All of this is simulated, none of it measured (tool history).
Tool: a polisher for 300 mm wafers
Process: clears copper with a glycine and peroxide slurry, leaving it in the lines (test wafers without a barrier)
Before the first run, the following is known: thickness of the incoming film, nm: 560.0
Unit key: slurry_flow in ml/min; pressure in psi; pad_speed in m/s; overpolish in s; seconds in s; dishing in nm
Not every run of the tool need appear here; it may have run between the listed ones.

run	hour	slurry_flow	pressure	pad_speed	overpolish	seconds	dishing
1	0.0	140	3.2	1.04	14	89.198	53.094
2	6.0	140	3.2	1.06	12	86.053	47.028
3	11.6	125	3.2	1.06	12	89.553	46.579
4	12.8	125	4.0	1.06	12	72.820	55.843
5	21.2	125	4.7	1.06	12	63.078	61.510
6	29.8	125	4.7	1.06	8	65.022	45.923

Run 7 comes next. What will it give?
7	32.0	125	3.8	1.08	4	?	?

seconds: 76.807 s
dishing: 21.474 nm

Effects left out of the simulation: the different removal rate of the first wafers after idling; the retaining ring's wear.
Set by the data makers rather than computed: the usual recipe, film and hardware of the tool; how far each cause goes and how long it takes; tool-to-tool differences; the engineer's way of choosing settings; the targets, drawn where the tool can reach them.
